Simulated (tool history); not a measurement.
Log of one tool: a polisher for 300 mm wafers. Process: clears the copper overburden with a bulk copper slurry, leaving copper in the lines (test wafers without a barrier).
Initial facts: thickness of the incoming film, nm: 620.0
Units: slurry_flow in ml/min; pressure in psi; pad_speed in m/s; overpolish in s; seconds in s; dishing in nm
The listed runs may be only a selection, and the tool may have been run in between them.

{"run": 1, "hour": 0.0, "slurry_flow": 310, "pressure": 3.3, "pad_speed": 1.38, "slurry_solids": 1.0, "overpolish": 12, "seconds": 54.293, "dishing": 80.493}
{"run": 2, "hour": 4.7, "slurry_flow": 310, "pressure": 3.0, "pad_speed": 1.46, "slurry_solids": 1.0, "overpolish": 10, "seconds": 55.696, "dishing": 66.792}
{"run": 3, "hour": 5.9, "slurry_flow": 310, "pressure": 3.0, "pad_speed": 1.46, "slurry_solids": 1.2, "overpolish": 10, "seconds": 53.372, "dishing": 69.722}
{"run": 4, "hour": 6.5, "slurry_flow": 310, "pressure": 3.0, "pad_speed": 1.46, "slurry_solids": 1.2, "overpolish": 12, "seconds": 52.351, "dishing": 78.873}
{"run": 5, "hour": 10.2, "slurry_flow": 310, "pressure": 2.6, "pad_speed": 1.46, "slurry_solids": 1.2, "overpolish": 12, "seconds": 62.315, "dishing": 69.727}
{"run": 6, "hour": 11.0, "slurry_flow": 300, "pressure": 2.5, "pad_speed": 1.54, "slurry_solids": 1.2, "overpolish": 10, "seconds": 61.217, "dishing": 65.649}
{"run": 7, "hour": 12.9, "slurry_flow": 355, "pressure": 2.6, "pad_speed": 1.44, "slurry_solids": 1.3, "overpolish": 8, "seconds": 59.1, "dishing": 52.71}

The next listed run, before its measurement:
{"run": 8, "hour": 19.1, "slurry_flow": 375, "pressure": 2.6, "pad_speed": 1.44, "slurry_solids": 1.3, "overpolish": 7, "seconds": "?", "dishing": "?"}

seconds: 59.619 s
dishing: 47.590 nm

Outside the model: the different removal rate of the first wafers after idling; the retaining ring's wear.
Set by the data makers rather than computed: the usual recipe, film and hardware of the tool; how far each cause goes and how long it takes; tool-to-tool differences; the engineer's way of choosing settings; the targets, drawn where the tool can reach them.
